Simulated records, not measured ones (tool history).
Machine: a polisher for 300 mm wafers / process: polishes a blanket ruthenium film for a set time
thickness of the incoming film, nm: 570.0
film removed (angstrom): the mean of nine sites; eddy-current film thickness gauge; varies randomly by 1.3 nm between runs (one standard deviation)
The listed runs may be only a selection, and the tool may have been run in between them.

| run | day | flow of slurry (ml/min) | pressure of the wafer on the pad (psi) | speed of the pad under the wafer (cm/s) | polishing time (s) | film removed (angstrom) |
|---|---|---|---|---|---|---|
| 1 | 0.000 | 260 | 2.3 | 80 | 98 | 1095.20 |
| 2 | 0.312 | 260 | 2.3 | 72 | 98 | 1009.40 |
| 3 | 0.558 | 260 | 2.5 | 72 | 98 | 1079.50 |
| 4 | 0.800 | 260 | 2.7 | 72 | 98 | 1169.10 |
| 5 | 0.892 | 260 | 2.7 | 56 | 98 | 911.65 |
| 6 | 1.129 | 210 | 2.7 | 56 | 98 | 878.84 |
| 7 | 1.192 | 235 | 3.0 | 56 | 98 | 977.28 |
| 8 | 1.412 | 255 | 3.2 | 58 | 98 | 1083.60 |
| 9 | 1.571 | 255 | 3.2 | 58 | 98 | 1094.50 |

What does the tool deliver on the next run?
| 10 | 1.679 | 270 | 3.3 | 60 | 98 | ? |

film removed (angstrom): 1169.30

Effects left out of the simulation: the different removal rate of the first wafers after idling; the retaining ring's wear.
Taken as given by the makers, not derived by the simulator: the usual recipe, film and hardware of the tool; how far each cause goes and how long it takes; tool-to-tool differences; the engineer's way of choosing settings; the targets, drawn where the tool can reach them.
